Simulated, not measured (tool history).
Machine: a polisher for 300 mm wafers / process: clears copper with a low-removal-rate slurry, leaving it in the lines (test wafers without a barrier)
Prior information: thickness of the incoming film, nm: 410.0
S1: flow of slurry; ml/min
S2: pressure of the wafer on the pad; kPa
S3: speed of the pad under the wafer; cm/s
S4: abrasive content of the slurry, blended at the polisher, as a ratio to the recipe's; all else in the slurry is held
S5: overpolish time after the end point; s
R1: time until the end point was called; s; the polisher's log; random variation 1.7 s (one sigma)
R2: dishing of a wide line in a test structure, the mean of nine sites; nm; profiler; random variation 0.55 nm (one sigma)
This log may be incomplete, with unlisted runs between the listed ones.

Run 1, hour 0.0: S1 205 ml/min, S2 24.1 kPa, S3 132 cm/s, S4 1.0, S5 25 s. Result: R1 75.620 s, R2 68.917 nm.
Run 2, hour 7.9: S1 205 ml/min, S2 24.1 kPa, S3 132 cm/s, S4 1.0, S5 21 s. Result: R1 75.738 s, R2 60.933 nm.
Run 3, hour 12.5: S1 170 ml/min, S2 24.1 kPa, S3 132 cm/s, S4 1.0, S5 21 s. Result: R1 75.810 s, R2 60.731 nm.
Run 4, hour 19.1: S1 170 ml/min, S2 22.8 kPa, S3 132 cm/s, S4 1.0, S5 19 s. Result: R1 82.831 s, R2 54.374 nm.
Run 5, hour 24.3: S1 170 ml/min, S2 22.1 kPa, S3 132 cm/s, S4 1.0, S5 17 s. Result: R1 84.902 s, R2 47.692 nm.
Run 6, hour 27.8: S1 170 ml/min, S2 21.4 kPa, S3 132 cm/s, S4 1.0, S5 17 s. Result: R1 90.009 s, R2 46.326 nm.

Predict the results of run 7:
Run 7, hour 35.6: S1 170 ml/min, S2 21.4 kPa, S3 132 cm/s, S4 1.0, S5 16 s. Result: R1 ?, R2 ?.

{"run 7": {"R1": 86.672, "R2": 44.302}}

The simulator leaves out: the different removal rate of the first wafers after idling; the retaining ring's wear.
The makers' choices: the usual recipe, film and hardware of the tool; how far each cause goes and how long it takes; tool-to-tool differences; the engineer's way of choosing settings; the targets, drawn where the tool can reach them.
